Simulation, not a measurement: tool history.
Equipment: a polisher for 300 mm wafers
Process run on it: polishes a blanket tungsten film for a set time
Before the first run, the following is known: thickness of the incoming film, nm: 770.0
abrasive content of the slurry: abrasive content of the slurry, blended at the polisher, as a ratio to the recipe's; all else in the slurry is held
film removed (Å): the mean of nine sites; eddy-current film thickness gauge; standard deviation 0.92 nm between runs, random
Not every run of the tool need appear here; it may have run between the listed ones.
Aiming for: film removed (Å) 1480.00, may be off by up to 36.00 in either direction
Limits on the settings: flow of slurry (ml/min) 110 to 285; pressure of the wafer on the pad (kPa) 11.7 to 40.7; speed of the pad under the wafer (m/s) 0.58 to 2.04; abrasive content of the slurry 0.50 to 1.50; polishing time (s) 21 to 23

run,hour,flow of slurry (ml/min),pressure of the wafer on the pad (kPa),speed of the pad under the wafer (m/s),abrasive content of the slurry,polishing time (s),film removed (Å)
1,0.0,180,26.2,1.30,1.00,23,1189.10
2,0.9,180,26.2,0.98,1.00,23,910.32
3,3.0,180,23.4,0.98,1.00,23,812.51
4,8.8,180,23.4,0.98,1.00,23,814.65
5,13.2,180,23.4,0.68,1.00,23,582.40
6,18.8,195,29.6,0.76,1.00,23,802.02
7,25.8,195,33.1,0.84,1.00,23,997.71
8,33.7,195,35.9,0.88,1.00,23,1121.40
9,41.7,200,37.2,0.92,1.00,23,1224.90
10,44.4,200,38.6,0.94,1.00,23,1280.40
11,45.1,200,39.3,0.96,1.00,23,1341.30
12,50.3,205,40.0,0.98,1.00,23,1397.20
13,51.9,205,40.0,1.00,1.00,23,1419.80
14,59.1,205,40.0,1.00,1.00,23,1418.10

Next run, 5 choices. One meets every target within its allowed miss, the rest don't. Which?
A,66.3,225,40.7,0.98,1.00,22,?
B,66.3,170,40.7,1.02,1.15,23,?
C,66.3,215,40.7,0.94,1.00,23,?
D,66.3,205,40.0,0.98,0.95,23,?
E,66.3,235,37.9,1.08,0.80,23,?

move,film removed (Å)
A,1382.60
B,1486.50
C,1381.40
D,1392.60
E,1431.30
A: moves away from the targets compared with the last run
B: hits every target within its allowed miss
C: moves away from the targets compared with the last run
D: moves away from the targets compared with the last run
E: gains on the last run, yet a result remains outside its allowed miss
The move that meets every target is B.
